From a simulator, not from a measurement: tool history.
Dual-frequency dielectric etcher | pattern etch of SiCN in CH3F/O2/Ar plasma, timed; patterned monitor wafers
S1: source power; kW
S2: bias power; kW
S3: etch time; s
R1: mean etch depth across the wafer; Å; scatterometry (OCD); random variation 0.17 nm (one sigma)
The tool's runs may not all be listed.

Run 1, hour 0.0: S1 0.320 kW, S2 0.099 kW, S3 154.5 s. Result: R1 595.40 Å.
Run 2, hour 2.4: S1 0.320 kW, S2 0.107 kW, S3 154.5 s. Result: R1 615.49 Å.
Run 3, hour 7.5: S1 0.350 kW, S2 0.107 kW, S3 154.5 s. Result: R1 638.70 Å.
Run 4, hour 8.5: S1 0.290 kW, S2 0.107 kW, S3 154.5 s. Result: R1 596.12 Å.
Run 5, hour 11.8: S1 0.290 kW, S2 0.107 kW, S3 161.0 s. Result: R1 622.53 Å.
Run 6, hour 20.6: S1 0.270 kW, S2 0.099 kW, S3 160.5 s. Result: R1 584.96 Å.
Run 7, hour 21.3: S1 0.260 kW, S2 0.094 kW, S3 160.0 s. Result: R1 565.34 Å.
Run 8, hour 24.1: S1 0.250 kW, S2 0.089 kW, S3 159.5 s. Result: R1 542.32 Å.
Run 9, hour 29.8: S1 0.250 kW, S2 0.089 kW, S3 159.5 s. Result: R1 543.45 Å.
Run 10, hour 33.2: S1 0.240 kW, S2 0.085 kW, S3 159.0 s. Result: R1 527.11 Å.
Run 11, hour 39.8: S1 0.240 kW, S2 0.085 kW, S3 159.0 s. Result: R1 521.76 Å.
Run 12, hour 45.5: S1 0.230 kW, S2 0.083 kW, S3 159.0 s. Result: R1 511.73 Å.

The next listed run, before its measurement:
Run 13, hour 51.8: S1 0.220 kW, S2 0.081 kW, S3 159.0 s. Result: R1 ?.

Run 13 gave R1 497.86 Å.

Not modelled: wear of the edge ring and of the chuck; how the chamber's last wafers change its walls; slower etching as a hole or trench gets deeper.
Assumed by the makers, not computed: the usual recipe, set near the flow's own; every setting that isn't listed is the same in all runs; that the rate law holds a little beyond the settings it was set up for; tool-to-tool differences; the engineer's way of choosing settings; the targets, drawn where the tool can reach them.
